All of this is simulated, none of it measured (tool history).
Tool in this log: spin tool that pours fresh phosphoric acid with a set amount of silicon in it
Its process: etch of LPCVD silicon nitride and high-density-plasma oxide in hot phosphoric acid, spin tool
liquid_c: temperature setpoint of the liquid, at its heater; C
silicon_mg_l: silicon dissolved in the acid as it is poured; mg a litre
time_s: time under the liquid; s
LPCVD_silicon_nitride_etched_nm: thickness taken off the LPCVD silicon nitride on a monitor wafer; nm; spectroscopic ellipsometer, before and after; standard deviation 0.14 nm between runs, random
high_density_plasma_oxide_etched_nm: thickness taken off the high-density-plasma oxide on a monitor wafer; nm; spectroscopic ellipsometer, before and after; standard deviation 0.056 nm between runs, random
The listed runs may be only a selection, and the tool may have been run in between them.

| run | hour | liquid_c | silicon_mg_l | time_s | LPCVD_silicon_nitride_etched_nm | high_density_plasma_oxide_etched_nm |
|---|---|---|---|---|---|---|
| 1 | 0 | 161 | 14.5 | 180 | 16.298 | 0.50312 |
| 2 | 6.2 | 162 | 16.5 | 195 | 18.26 | 0.52717 |
| 3 | 11.4 | 162.5 | 17 | 205 | 19.459 | 0.60105 |
| 4 | 16.9 | 163 | 18.5 | 215 | 20.766 | 0.64906 |
| 5 | 24 | 163 | 18.5 | 245 | 23.565 | 0.63059 |
| 6 | 30 | 163.5 | 18.5 | 250 | 24.722 | 0.67846 |

Forecast run 7:
| 7 | 36.7 | 164 | 18.5 | 255 | ? | ? |

{"run 7": {"LPCVD_silicon_nitride_etched_nm": 25.523, "high_density_plasma_oxide_etched_nm": 0.82104}}
